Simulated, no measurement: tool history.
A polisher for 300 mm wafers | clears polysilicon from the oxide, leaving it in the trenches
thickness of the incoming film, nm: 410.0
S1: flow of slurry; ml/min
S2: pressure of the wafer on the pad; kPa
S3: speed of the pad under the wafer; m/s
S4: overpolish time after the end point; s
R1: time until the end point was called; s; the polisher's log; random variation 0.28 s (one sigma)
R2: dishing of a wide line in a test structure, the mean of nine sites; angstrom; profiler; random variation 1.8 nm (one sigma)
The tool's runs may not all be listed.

run	hour	S1	S2	S3	S4	R1	R2
1	0.0	150	14.5	1.16	26	36.814	743.38
2	1.4	155	14.5	1.16	26	36.685	761.41
3	7.8	155	11.7	1.16	26	42.927	725.64
4	10.8	160	12.4	1.16	25	41.066	715.28
5	17.6	160	9.0	1.16	25	52.658	710.35
6	19.7	165	10.3	1.16	26	47.501	718.44
7	25.8	165	11.7	1.16	26	41.872	749.64
8	30.9	175	12.4	1.16	23	40.972	723.59
9	33.9	175	13.1	1.16	23	38.672	758.81
10	42.4	195	15.9	1.20	10	31.901	631.31
11	47.4	170	15.2	1.22	23	33.155	743.12

Forecast run 12:
12	48.0	175	15.2	1.22	23	?	?

R1: 33.113 s
R2: 774.69 angstrom
